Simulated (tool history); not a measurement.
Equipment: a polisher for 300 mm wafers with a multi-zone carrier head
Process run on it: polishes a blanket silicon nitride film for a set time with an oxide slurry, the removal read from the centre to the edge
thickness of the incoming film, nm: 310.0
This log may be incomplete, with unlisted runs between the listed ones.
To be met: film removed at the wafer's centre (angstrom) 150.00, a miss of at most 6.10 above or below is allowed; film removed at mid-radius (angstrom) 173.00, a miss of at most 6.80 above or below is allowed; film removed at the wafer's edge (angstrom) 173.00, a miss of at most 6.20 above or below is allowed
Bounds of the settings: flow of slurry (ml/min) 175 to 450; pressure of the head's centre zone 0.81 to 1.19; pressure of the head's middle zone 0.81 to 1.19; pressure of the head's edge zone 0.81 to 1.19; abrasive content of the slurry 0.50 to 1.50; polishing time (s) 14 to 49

| run | day | flow of slurry (ml/min) | pressure of the head's centre zone | pressure of the head's middle zone | pressure of the head's edge zone | abrasive content of the slurry | polishing time (s) | film removed at the wafer's centre (angstrom) | film removed at mid-radius (angstrom) | film removed at the wafer's edge (angstrom) |
|---|---|---|---|---|---|---|---|---|---|---|
| 1 | 0.000 | 290 | 1.00 | 1.00 | 1.00 | 1.00 | 31 | 195.44 | 197.83 | 201.45 |
| 2 | 0.083 | 285 | 0.97 | 0.99 | 0.98 | 0.95 | 31 | 182.18 | 190.73 | 192.93 |
| 3 | 0.408 | 285 | 1.02 | 0.99 | 0.98 | 0.95 | 31 | 189.64 | 188.24 | 192.62 |
| 4 | 0.471 | 240 | 1.02 | 0.99 | 0.98 | 0.95 | 31 | 185.76 | 185.29 | 191.37 |
| 5 | 0.788 | 235 | 0.99 | 0.98 | 0.96 | 0.95 | 31 | 178.94 | 185.25 | 185.56 |
| 6 | 1.142 | 235 | 0.99 | 1.04 | 0.96 | 0.95 | 31 | 183.72 | 190.29 | 189.64 |
| 7 | 1.500 | 230 | 0.96 | 1.02 | 0.95 | 0.95 | 31 | 177.05 | 189.43 | 191.22 |
| 8 | 1.688 | 230 | 0.94 | 1.01 | 0.93 | 0.90 | 31 | 165.24 | 185.36 | 177.86 |
| 9 | 2.033 | 225 | 0.93 | 1.00 | 0.94 | 0.90 | 31 | 162.12 | 181.53 | 176.24 |
| 10 | 2.312 | 220 | 0.92 | 0.99 | 0.95 | 0.90 | 31 | 160.30 | 174.47 | 180.44 |
| 11 | 2.617 | 215 | 0.91 | 0.99 | 0.94 | 0.90 | 31 | 160.09 | 175.59 | 178.12 |
| 12 | 2.908 | 210 | 0.85 | 0.99 | 0.92 | 0.85 | 31 | 142.18 | 168.90 | 168.55 |
| 13 | 3.246 | 215 | 0.86 | 0.99 | 0.92 | 0.85 | 31 | 143.09 | 169.71 | 169.40 |

Next run, 4 choices. One meets every target within its allowed miss, the rest don't. Which?
| A | 3.583 | 175 | 0.86 | 0.91 | 0.98 | 0.90 | 32 | ? | ? | ? |
| B | 3.583 | 225 | 0.87 | 0.97 | 0.91 | 1.00 | 28 | ? | ? | ? |
| C | 3.583 | 185 | 0.82 | 1.06 | 0.95 | 0.90 | 30 | ? | ? | ? |
| D | 3.583 | 230 | 0.89 | 1.04 | 0.87 | 0.85 | 31 | ? | ? | ? |

| move | film removed at the wafer's centre (angstrom) | film removed at mid-radius (angstrom) | film removed at the wafer's edge (angstrom) |
|---|---|---|---|
| A | 151.74 | 168.24 | 184.11 |
| B | 149.48 | 170.71 | 171.26 |
| C | 136.63 | 176.85 | 170.56 |
| D | 150.01 | 175.84 | 164.24 |
A: puts the biggest miss on target and leaves a different result outside tolerance
B: every result within its allowed miss
C: its largest miss is bigger than the last run's
D: puts the biggest miss on target and leaves a different result outside tolerance
Answer: B
